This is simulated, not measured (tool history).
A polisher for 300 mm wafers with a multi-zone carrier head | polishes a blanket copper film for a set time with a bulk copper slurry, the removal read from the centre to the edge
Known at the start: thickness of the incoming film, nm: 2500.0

| run | hour | flow of slurry (ml/min) | pressure of the head's centre zone | pressure of the head's middle zone | pressure of the head's edge zone | abrasive content of the slurry | polishing time (s) | film removed at the wafer's centre (Å) | film removed at mid-radius (Å) | film removed at the wafer's edge (Å) |
|---|---|---|---|---|---|---|---|---|---|---|
| 1 | 0 | 290 | 1 | 1 | 1 | 1 | 41 | 2843.8 | 2985.9 | 2956.4 |
| 2 | 7.3 | 290 | 1 | 1 | 1 | 0.9 | 41 | 2796.6 | 2926.8 | 2927.4 |
| 3 | 15.3 | 290 | 1.01 | 0.99 | 0.98 | 0.85 | 39 | 2660 | 2752.7 | 2726.8 |
| 4 | 21.4 | 290 | 1.06 | 0.99 | 0.98 | 0.85 | 39 | 2747.5 | 2731.8 | 2699.9 |
| 5 | 22 | 285 | 1.06 | 0.97 | 0.96 | 0.8 | 37 | 2587.5 | 2507.3 | 2507.8 |
| 6 | 25.9 | 280 | 1.06 | 0.96 | 0.94 | 0.75 | 36 | 2525.2 | 2433.3 | 2432.6 |
| 7 | 33.5 | 280 | 1.06 | 0.95 | 0.93 | 0.7 | 35 | 2384.3 | 2302.5 | 2297.1 |
| 8 | 34.4 | 280 | 1.06 | 0.94 | 0.92 | 0.65 | 34 | 2304.3 | 2188.7 | 2215.1 |
| 9 | 42 | 280 | 1.06 | 0.93 | 0.91 | 0.65 | 33 | 2207.6 | 2118.9 | 2105.7 |

Forecast run 10:
| 10 | 44.7 | 280 | 1.06 | 0.91 | 0.9 | 0.65 | 33 | ? | ? | ? |

Run 10 gave film removed at the wafer's centre (Å) 2199.7, film removed at mid-radius (Å) 2098.8, film removed at the wafer's edge (Å) 2116.3.
